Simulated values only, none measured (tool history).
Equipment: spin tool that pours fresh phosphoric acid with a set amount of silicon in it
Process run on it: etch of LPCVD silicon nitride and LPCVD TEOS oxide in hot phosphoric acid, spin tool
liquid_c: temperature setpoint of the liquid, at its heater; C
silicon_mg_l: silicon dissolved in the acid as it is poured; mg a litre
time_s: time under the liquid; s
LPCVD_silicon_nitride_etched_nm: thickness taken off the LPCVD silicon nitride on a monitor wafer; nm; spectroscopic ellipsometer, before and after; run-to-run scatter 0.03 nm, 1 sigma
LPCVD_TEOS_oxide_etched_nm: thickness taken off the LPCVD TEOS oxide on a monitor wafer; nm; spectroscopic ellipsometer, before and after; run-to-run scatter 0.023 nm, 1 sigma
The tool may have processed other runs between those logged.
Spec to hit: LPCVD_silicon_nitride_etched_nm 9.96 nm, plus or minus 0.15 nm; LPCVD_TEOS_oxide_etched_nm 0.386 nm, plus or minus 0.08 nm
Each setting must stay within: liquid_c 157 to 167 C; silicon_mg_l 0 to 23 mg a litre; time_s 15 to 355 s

run    day  liquid_c  silicon_mg_l  time_s  LPCVD_silicon_nitride_etched_nm  LPCVD_TEOS_oxide_etched_nm
  1      0       162            10     180                           18.159                     0.54829
  2  0.092     161.5           8.5     170                           16.751                     0.49482
  3  0.392     161.5             3     170                           16.734                     0.52715
  4  0.754     161.5           2.5     160                           15.822                     0.50351
  5  0.779     161.5             2     150                           14.804                     0.44903
      1.15  -- dissolved silicon flow meter replaced
  6   1.15     161.5             2     110                           10.854                     0.37546
  7  1.408     161.5           1.5     110                           10.803                     0.36391
  8  1.679     160.5             0     100                              9.5                     0.30085
  9  1.712     161.5             0      95                           9.4042                     0.30761
 10    1.9       164             0      95                            10.19                     0.39209

Pick the move, out of 5, that brings all results within their allowed miss; only one does.
  A  2.088       159          11.5     110                                ?                           ?
  B  2.088     164.5             0      95                                ?                           ?
  C  2.088       165             0      90                                ?                           ?
  D  2.088       157            13     120                                ?                           ?
  E  2.088     163.5           4.5     100                                ?                           ?

move  LPCVD_silicon_nitride_etched_nm  LPCVD_TEOS_oxide_etched_nm
   A                           9.9683                     0.25326
   B                            10.34                     0.41434
   C                           9.9584                     0.40702
   D                           10.162                      0.2297
   E                           10.531                     0.37236
A: brings the result that was furthest off to its target, and leaves another outside
B: further off than the last run
C: meets every target
D: further off than the last run
E: further off than the last run
C is the move that brings every result within its allowed miss.

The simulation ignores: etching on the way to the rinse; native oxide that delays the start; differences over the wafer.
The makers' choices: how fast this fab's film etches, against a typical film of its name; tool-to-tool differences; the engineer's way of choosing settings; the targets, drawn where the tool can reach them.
